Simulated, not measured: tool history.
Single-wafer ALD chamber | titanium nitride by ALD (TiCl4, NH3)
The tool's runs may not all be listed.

run	hour	heater temperature setpoint (K)	number of ALD cycles (cycles)	NH3 pulse time (s)	mean film thickness on the monitor wafer (Å)
1	0.0	668.15	143	1.79	30.524
2	0.9	660.15	143	1.43	29.870
3	3.4	660.15	143	1.91	30.476
4	4.7	660.15	143	1.91	30.492
5	9.9	660.15	143	1.66	30.407
6	15.1	650.15	143	1.66	29.684

Run 7 comes next. What will it give?
7	22.2	644.15	143	1.09	?

mean film thickness on the monitor wafer (Å): 27.192

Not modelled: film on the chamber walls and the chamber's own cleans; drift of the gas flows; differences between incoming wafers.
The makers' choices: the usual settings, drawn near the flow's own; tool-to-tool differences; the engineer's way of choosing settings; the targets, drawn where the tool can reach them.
